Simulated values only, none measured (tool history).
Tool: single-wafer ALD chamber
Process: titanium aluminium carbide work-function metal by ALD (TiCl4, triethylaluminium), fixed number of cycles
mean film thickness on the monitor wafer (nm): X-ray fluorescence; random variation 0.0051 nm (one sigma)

run	hour	heater temperature setpoint (deg C)	triethylaluminium pulse time (s)	mean film thickness on the monitor wafer (nm)
1	0.0	280	14.39	1.8114
2	5.4	272	11.42	1.6975
3	13.8	282	11.42	1.7869
4	17.1	274	9.40	1.6111
5	19.2	268	8.04	1.3942
6	23.5	266	8.02	1.3787
7	26.6	265	8.00	1.3721
8	30.8	264	7.98	1.3643
9	32.7	263	7.96	1.3471
10	36.7	262	7.95	1.3478
11	39.6	261	7.94	1.3379
12	41.5	256	7.55	1.2275

Run 13 comes next. What will it give?
13	44.3	258	7.57	?

{"run 13": {"mean film thickness on the monitor wafer (nm)": 1.2444}}

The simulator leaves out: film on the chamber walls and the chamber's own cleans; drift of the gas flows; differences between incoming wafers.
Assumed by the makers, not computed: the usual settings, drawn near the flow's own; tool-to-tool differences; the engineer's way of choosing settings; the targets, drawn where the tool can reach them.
